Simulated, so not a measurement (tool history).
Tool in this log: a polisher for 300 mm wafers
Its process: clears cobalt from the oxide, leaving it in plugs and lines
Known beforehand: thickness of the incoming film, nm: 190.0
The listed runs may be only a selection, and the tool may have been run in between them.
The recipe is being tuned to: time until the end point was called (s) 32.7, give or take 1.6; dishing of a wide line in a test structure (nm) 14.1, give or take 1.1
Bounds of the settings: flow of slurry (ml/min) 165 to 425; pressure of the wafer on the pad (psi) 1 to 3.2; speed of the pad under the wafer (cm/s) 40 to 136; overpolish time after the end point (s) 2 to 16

run  hour  flow of slurry (ml/min)  pressure of the wafer on the pad (psi)  speed of the pad under the wafer (cm/s)  overpolish time after the end point (s)  time until the end point was called (s)  dishing of a wide line in a test structure (nm)
  1     0                      275                                     2.1                                       88                                        8                                   39.071                                           24.774
  2   7.9                      275                                     2.2                                       88                                        7                                   37.797                                           23.648
  3  13.7                      275                                     2.2                                       96                                        7                                   34.787                                           26.063
  4  16.2                      305                                     2.4                                       86                                        6                                     35.9                                           21.499
  5  19.1                      280                                     2.4                                       86                                        6                                   36.413                                           21.185
  6  24.9                      280                                     2.5                                       84                                        5                                   36.978                                           19.415
  7  26.6                      305                                     2.6                                       82                                        4                                   36.752                                           16.441
  8  32.1                      310                                     2.7                                       82                                        4                                   34.991                                            16.82
  9  33.1                      315                                     2.8                                       82                                        4                                   34.755                                           17.257
 10  34.7                      320                                     2.9                                       82                                        4                                   33.902                                            17.59
 11  36.6                      330                                     2.9                                       82                                        4                                   33.436                                           17.473
 12    38                      330                                     2.9                                       82                                        4                                   33.792                                           17.277
 13  41.9                      330                                     2.9                                       82                                        2                                   33.193                                           9.8183
 14  49.6                      315                                       3                                       82                                        2                                   32.728                                           9.4952
 15  52.4                      335                                       3                                       82                                        2                                   32.416                                           9.8958
 16  58.3                      335                                       3                                       82                                        2                                   32.969                                           10.092

Next run, 4 choices. One meets every target within its allowed miss, the rest don't. Which?
  A  64.2                      300                                     2.8                                       74                                        4                                        ?                                                ?
  B  64.2                      280                                     3.1                                       70                                        4                                        ?                                                ?
  C  64.2                      355                                     3.1                                       78                                        4                                        ?                                                ?
  D  64.2                      385                                     2.7                                       86                                        3                                        ?                                                ?

move  time until the end point was called (s)  dishing of a wide line in a test structure (nm)
   A                                   38.169                                           15.361
   B                                   37.803                                           15.479
   C                                   33.423                                           17.044
   D                                   33.189                                           13.618
A: moves the result that the last run missed by most past its target, out the other side
B: moves the result that the last run missed by most past its target, out the other side
C: moves the result that the last run missed by most past its target, out the other side
D: hits every target within its allowed miss
Move D is the one to make.

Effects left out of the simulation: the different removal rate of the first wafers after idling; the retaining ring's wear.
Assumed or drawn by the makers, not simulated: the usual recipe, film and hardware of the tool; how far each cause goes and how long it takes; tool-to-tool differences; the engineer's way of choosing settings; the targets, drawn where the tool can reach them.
